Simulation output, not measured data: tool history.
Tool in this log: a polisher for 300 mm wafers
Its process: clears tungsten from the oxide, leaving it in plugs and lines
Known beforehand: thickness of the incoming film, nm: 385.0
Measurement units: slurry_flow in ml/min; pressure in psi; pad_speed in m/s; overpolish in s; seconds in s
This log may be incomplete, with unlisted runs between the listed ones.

run,hour,slurry_flow,pressure,pad_speed,slurry_solids,overpolish,seconds
1,0.0,245,3.8,0.92,1.00,17,75.804
2,8.5,245,3.6,0.92,1.00,17,78.488
3,14.7,245,3.6,0.92,1.05,17,76.515
4,21.1,195,3.6,0.92,1.05,17,75.374
5,28.6,195,3.6,0.92,0.85,17,81.412
6,35.6,195,3.6,0.92,0.75,17,86.661
7,43.2,195,3.6,0.92,0.75,17,89.696
8,45.7,195,3.5,0.92,0.75,17,89.216
9,50.7,195,3.4,0.92,0.75,17,88.597
10,52.9,195,3.3,0.90,0.75,17,90.246
11,55.7,195,3.2,0.88,0.75,17,92.903
12,61.9,195,3.1,0.86,0.75,17,99.243
13,68.1,195,3.0,0.86,0.75,17,102.920

Run 14 comes next. What will it give?
14,69.2,195,2.9,0.86,0.75,17,?

Run 14 yielded seconds 101.630 s.
